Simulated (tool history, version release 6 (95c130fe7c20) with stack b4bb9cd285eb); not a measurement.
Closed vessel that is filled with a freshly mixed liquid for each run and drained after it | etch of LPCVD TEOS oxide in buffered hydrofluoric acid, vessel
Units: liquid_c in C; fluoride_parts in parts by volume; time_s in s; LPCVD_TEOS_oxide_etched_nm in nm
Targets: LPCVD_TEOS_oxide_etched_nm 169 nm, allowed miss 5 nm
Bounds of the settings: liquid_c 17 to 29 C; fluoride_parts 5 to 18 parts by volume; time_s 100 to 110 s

run  hour  liquid_c  fluoride_parts  time_s  LPCVD_TEOS_oxide_etched_nm
  1     0        21              11     100                      290.24
  2   5.6        18              11     100                      239.53
  3  13.2        18              11     100                       242.4
  4  22.1        17              11     100                      229.51
  5  23.1        17              11     110                      251.29
  6    28        17            12.5     110                      222.11
  7  31.9        17            13.5     110                      205.37
  8  40.1        17              14     110                      198.72
  9  45.7        17            14.5     110                      194.17

4 next moves are on the table. One of them brings every result within its allowed miss. Which?
  A  51.3        17            12.5     100                           ?
  B  51.3        17              14     110                           ?
  C  51.3        18              16     100                           ?
  D  51.3        20              15     105                           ?

move  LPCVD_TEOS_oxide_etched_nm
   A                      203.47
   B                      200.26
   C                         169
   D                      211.69
A: further off than the last run
B: further off than the last run
C: meets every target
D: further off than the last run
Move C is the one to make.

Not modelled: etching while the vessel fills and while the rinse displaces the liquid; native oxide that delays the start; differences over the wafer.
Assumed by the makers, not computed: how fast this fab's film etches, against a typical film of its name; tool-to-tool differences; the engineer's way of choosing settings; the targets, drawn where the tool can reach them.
